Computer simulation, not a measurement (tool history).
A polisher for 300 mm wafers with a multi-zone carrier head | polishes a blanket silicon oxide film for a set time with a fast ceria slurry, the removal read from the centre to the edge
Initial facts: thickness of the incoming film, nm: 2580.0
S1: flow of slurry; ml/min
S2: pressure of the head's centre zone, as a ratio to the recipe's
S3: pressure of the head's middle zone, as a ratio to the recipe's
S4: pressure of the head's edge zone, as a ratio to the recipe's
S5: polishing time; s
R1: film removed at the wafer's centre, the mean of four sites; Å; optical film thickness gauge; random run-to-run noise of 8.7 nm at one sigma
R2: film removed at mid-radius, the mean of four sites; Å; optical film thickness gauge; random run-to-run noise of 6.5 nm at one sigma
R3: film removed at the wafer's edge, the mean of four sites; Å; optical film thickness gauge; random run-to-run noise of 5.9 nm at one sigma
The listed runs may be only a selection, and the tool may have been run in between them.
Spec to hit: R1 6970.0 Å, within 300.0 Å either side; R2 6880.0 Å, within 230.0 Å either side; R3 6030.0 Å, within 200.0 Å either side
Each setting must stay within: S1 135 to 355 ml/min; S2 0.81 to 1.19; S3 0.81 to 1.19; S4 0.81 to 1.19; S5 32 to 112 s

{"run": 1, "day": 0.0, "S1": 225, "S2": 1.0, "S3": 1.0, "S4": 1.0, "S5": 72, "R1": 11178.0, "R2": 11124.0, "R3": 11556.0}
{"run": 2, "day": 0.058, "S1": 225, "S2": 1.0, "S3": 1.0, "S4": 1.0, "S5": 56, "R1": 8608.0, "R2": 8698.5, "R3": 9047.5}
{"run": 3, "day": 0.096, "S1": 225, "S2": 1.0, "S3": 0.97, "S4": 1.0, "S5": 56, "R1": 8689.3, "R2": 8333.4, "R3": 8880.8}
{"run": 4, "day": 0.262, "S1": 225, "S2": 1.0, "S3": 1.01, "S4": 1.0, "S5": 56, "R1": 8471.0, "R2": 8665.1, "R3": 8989.6}
{"run": 5, "day": 0.596, "S1": 270, "S2": 1.0, "S3": 1.01, "S4": 1.0, "S5": 56, "R1": 8975.3, "R2": 8973.9, "R3": 9002.7}
{"run": 6, "day": 0.671, "S1": 290, "S2": 1.0, "S3": 1.01, "S4": 0.96, "S5": 51, "R1": 7938.8, "R2": 8137.4, "R3": 8144.1}
{"run": 7, "day": 0.708, "S1": 305, "S2": 1.04, "S3": 1.03, "S4": 0.93, "S5": 47, "R1": 7620.2, "R2": 7495.1, "R3": 7455.7}
{"run": 8, "day": 0.812, "S1": 320, "S2": 1.07, "S3": 1.07, "S4": 0.9, "S5": 45, "R1": 7475.9, "R2": 7447.8, "R3": 6978.2}
{"run": 9, "day": 0.908, "S1": 320, "S2": 1.08, "S3": 1.08, "S4": 0.88, "S5": 44, "R1": 7560.9, "R2": 7406.3, "R3": 6809.3}
{"run": 10, "day": 1.05, "S1": 265, "S2": 1.07, "S3": 1.1, "S4": 0.81, "S5": 39, "R1": 6293.0, "R2": 6696.0, "R3": 5692.1}
{"run": 11, "day": 1.096, "S1": 270, "S2": 1.08, "S3": 1.1, "S4": 0.82, "S5": 39, "R1": 6460.5, "R2": 6688.0, "R3": 5884.8}
{"run": 12, "day": 1.129, "S1": 275, "S2": 1.09, "S3": 1.11, "S4": 0.82, "S5": 39, "R1": 6429.0, "R2": 6720.3, "R3": 5793.3}
{"run": 13, "day": 1.417, "S1": 280, "S2": 1.1, "S3": 1.11, "S4": 0.83, "S5": 39, "R1": 6486.5, "R2": 6698.4, "R3": 5863.7}

Pick the move, out of 5, that brings all results within their allowed miss; only one does.
{"run": "A", "day": 1.704, "S1": 245, "S2": 1.16, "S3": 1.12, "S4": 0.86, "S5": 40, "R1": "?", "R2": "?", "R3": "?"}
{"run": "B", "day": 1.704, "S1": 355, "S2": 1.19, "S3": 1.05, "S4": 0.81, "S5": 41, "R1": "?", "R2": "?", "R3": "?"}
{"run": "C", "day": 1.704, "S1": 310, "S2": 1.11, "S3": 1.15, "S4": 0.86, "S5": 36, "R1": "?", "R2": "?", "R3": "?"}
{"run": "D", "day": 1.704, "S1": 310, "S2": 1.16, "S3": 1.02, "S4": 0.86, "S5": 40, "R1": "?", "R2": "?", "R3": "?"}
{"run": "E", "day": 1.704, "S1": 350, "S2": 1.19, "S3": 1.04, "S4": 0.81, "S5": 38, "R1": "?", "R2": "?", "R3": "?"}

move=A R1=6953.0 R2=6896.7 R3=6043.2
move=B R1=7473.3 R2=6869.4 R3=6153.8
move=C R1=6181.8 R2=6461.1 R3=5507.5
move=D R1=7082.3 R2=6478.4 R3=6130.1
move=E R1=6918.6 R2=6309.1 R3=5700.1
A: every result within its allowed miss
B: carries the result that was furthest off beyond its target, to the other side
C: misses by more than the last run did
D: brings the last run's worst result on target, with another outside its allowed miss
E: brings the last run's worst result on target, with another outside its allowed miss
Go with A: it meets all targets.

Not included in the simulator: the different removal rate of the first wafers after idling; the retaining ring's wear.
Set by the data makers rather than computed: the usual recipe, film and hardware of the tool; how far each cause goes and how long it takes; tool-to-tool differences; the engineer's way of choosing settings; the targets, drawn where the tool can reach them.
